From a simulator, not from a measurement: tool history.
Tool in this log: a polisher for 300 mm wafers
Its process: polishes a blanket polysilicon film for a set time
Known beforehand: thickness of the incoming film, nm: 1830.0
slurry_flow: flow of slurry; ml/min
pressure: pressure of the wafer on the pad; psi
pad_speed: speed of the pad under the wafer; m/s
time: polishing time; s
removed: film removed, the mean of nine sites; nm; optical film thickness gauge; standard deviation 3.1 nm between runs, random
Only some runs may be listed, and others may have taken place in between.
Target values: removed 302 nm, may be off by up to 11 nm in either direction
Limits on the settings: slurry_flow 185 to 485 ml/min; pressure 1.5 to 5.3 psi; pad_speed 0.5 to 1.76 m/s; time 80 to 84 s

run,hour,slurry_flow,pressure,pad_speed,time,removed
1,0,310,3.4,1.12,80,904.99
2,1.5,310,3.4,1.12,84,954.14
3,6.6,310,2.9,0.94,83,695.65
4,10.9,310,2.5,0.82,82,506.47
5,19.1,310,3.2,0.82,82,654.77
6,24.5,310,2.6,0.82,82,530.53
7,28.7,310,2.3,0.76,82,432.95
8,32.3,310,1.5,0.7,82,270.83

5 next moves are on the table. One of them brings every result within its allowed miss. Which?
A,35.9,355,1.6,0.72,82,?
B,35.9,345,1.6,0.82,82,?
C,35.9,325,2.1,0.58,84,?
D,35.9,335,1.6,0.8,81,?
E,35.9,300,1.6,0.82,81,?

move,removed
A,294.79
B,333.22
C,316.16
D,320.8
E,325.89
A: meets every target
B: the result that was furthest off in the last run now lies on the other side of its target
C: the result that was furthest off in the last run now lies on the other side of its target
D: the result that was furthest off in the last run now lies on the other side of its target
E: the result that was furthest off in the last run now lies on the other side of its target
Go with A: it meets all targets.

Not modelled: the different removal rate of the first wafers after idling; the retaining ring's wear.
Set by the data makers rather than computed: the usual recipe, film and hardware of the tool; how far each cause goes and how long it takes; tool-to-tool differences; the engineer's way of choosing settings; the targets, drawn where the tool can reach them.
